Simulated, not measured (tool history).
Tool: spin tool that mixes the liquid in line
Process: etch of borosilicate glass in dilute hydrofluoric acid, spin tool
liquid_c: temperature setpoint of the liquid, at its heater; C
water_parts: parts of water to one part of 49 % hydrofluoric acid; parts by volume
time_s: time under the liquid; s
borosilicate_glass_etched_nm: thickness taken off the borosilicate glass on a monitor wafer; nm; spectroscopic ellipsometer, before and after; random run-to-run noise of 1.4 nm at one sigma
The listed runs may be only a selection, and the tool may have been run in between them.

run  hour  liquid_c  water_parts  time_s  borosilicate_glass_etched_nm
  1   0.0      23.0           70     100                        68.488
  2   2.2      26.0           70     100                        79.243
  3   8.0      26.0           90     100                        59.205
  4   9.6      26.0           90     110                        65.286
  5  11.6      26.0           90     100                        58.659
  6  17.7      29.0           90     100                        67.165
  7  19.9      29.5           80     100                        76.405
  8  28.3      30.0           70     100                        91.957
  9  33.6      30.0           65     100                        99.127
 10  39.1      31.0           40     100                       172.520
 11  42.1      30.0           40     100                       169.670

Forecast run 12:
 12  46.5      29.0           40     100                             ?

borosilicate_glass_etched_nm: 161.260 nm

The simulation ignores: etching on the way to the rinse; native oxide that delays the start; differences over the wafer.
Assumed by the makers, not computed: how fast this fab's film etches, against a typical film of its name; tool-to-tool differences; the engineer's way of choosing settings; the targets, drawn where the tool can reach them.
